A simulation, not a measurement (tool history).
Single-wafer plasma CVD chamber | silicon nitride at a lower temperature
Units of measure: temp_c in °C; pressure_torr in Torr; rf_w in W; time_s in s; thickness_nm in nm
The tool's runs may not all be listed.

run    day  temp_c  pressure_torr  rf_w  time_s  thickness_nm
  1  0.000     360           1.55   335    24.4        30.324
  2  0.267     360           1.63   345    24.5        31.664
  3  0.475     360           1.70   350    24.5        32.446
  4  0.596     360           1.76   355    24.5        33.054
  5  0.650     360           1.76   375    24.5        34.688
  6  0.846     360           1.76   375    24.4        34.598
  7  1.183     360           1.79   375    24.4        34.623
  8  1.217     360           1.82   375    24.4        34.866

Predict the results of run 9:
  9  1.325     360           1.82   375    24.4             ?

thickness_nm: 34.781 nm

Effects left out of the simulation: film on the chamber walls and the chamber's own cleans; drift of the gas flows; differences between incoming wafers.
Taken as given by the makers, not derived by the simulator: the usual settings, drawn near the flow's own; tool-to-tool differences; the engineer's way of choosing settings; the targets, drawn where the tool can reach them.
